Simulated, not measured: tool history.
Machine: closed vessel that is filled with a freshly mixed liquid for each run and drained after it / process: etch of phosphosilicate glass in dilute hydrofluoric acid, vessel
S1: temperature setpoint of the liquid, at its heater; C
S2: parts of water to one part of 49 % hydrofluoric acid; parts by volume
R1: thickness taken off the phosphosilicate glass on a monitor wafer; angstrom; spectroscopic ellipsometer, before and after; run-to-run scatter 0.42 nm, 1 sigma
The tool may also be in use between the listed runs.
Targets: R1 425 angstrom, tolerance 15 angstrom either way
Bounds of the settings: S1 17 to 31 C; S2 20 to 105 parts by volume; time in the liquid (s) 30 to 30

run 1 hour=0 | S1=23 S2=55 time_in_the_liquid_(s)=30 | R1=312.57
run 2 hour=2.3 | S1=23 S2=35 time_in_the_liquid_(s)=30 | R1=500.9
run 3 hour=9.1 | S1=23 S2=20 time_in_the_liquid_(s)=30 | R1=907.75
run 4 hour=18 | S1=23 S2=30 time_in_the_liquid_(s)=30 | R1=597.86
run 5 hour=23.3 | S1=23 S2=30 time_in_the_liquid_(s)=30 | R1=594.89
run 6 hour=24.8 | S1=23 S2=20 time_in_the_liquid_(s)=30 | R1=893.58
run 7 hour=33.5 | S1=22.5 S2=20 time_in_the_liquid_(s)=30 | R1=884.54
run 8 hour=40.9 | S1=22.5 S2=20 time_in_the_liquid_(s)=30 | R1=868.27
run 9 hour=44.7 | S1=18.5 S2=45 time_in_the_liquid_(s)=30 | R1=317.54
run 10 hour=53.4 | S1=19 S2=45 time_in_the_liquid_(s)=30 | R1=326.25
-- hour=59.1 hydrofluoric acid flow meter replaced
run 11 hour=59.1 | S1=19.5 S2=45 time_in_the_liquid_(s)=30 | R1=379.07
run 12 hour=63.6 | S1=20 S2=45 time_in_the_liquid_(s)=30 | R1=382.66
run 13 hour=66 | S1=20.5 S2=45 time_in_the_liquid_(s)=30 | R1=392.02

Pick the move, out of 5, that brings all results within their allowed miss; only one does.
run A hour=68.4 | S1=23.5 S2=55 time_in_the_liquid_(s)=30 | R1=?
run B hour=68.4 | S1=21 S2=50 time_in_the_liquid_(s)=30 | R1=?
run C hour=68.4 | S1=22 S2=50 time_in_the_liquid_(s)=30 | R1=?
run D hour=68.4 | S1=21 S2=40 time_in_the_liquid_(s)=30 | R1=?
run E hour=68.4 | S1=19.5 S2=40 time_in_the_liquid_(s)=30 | R1=?

move=A R1=369.9
move=B R1=368.98
move=C R1=384.8
move=D R1=466.97
move=E R1=438
A: the biggest miss grows against the last run
B: the biggest miss grows against the last run
C: the biggest miss grows against the last run
D: moves the result that the last run missed by most past its target, out the other side
E: every result within its allowed miss
The move that meets every target is E.
